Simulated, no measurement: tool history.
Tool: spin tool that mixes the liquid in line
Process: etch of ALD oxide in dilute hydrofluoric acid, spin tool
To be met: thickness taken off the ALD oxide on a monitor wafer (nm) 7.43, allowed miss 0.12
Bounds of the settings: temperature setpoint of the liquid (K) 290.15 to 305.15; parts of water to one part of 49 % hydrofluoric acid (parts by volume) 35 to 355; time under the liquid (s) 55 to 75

run  hour  temperature setpoint of the liquid (K)  parts of water to one part of 49 % hydrofluoric acid (parts by volume)  time under the liquid (s)  thickness taken off the ALD oxide on a monitor wafer (nm)
  1     0                                  297.15                                                                     195                         75                                                     7.1993
  2   4.5                                  295.15                                                                     195                         75                                                     6.6707
  3   9.8                                  296.15                                                                     195                         75                                                     6.8845
  4  15.4                                  296.15                                                                     195                         75                                                     6.9832
  5  20.9                                  296.15                                                                     195                         55                                                      5.084
  6  26.7                                  293.15                                                                     195                         55                                                      4.495
  7  33.6                                  295.65                                                                     195                         55                                                     5.0061
  8  40.3                                  298.15                                                                     195                         55                                                     5.4614
  9  42.4                                  302.15                                                                     180                         55                                                     6.9821
 10  44.6                                  302.65                                                                     180                         55                                                     7.0922
 11  51.9                                  303.15                                                                     180                         55                                                     7.2479

Which of these 4 next moves meets every target?
  A  59.2                                  302.15                                                                     175                         55                                                          ?
  B  59.2                                  303.65                                                                     215                         70                                                          ?
  C  59.2                                  302.65                                                                     180                         55                                                          ?
  D  59.2                                  304.15                                                                     190                         55                                                          ?

move  thickness taken off the ALD oxide on a monitor wafer (nm)
   A                                                     7.1839
   B                                                     7.4408
   C                                                     7.0607
   D                                                     6.9486
A: further off than the last run
B: meets every target
C: further off than the last run
D: further off than the last run
Move B is the one to make.
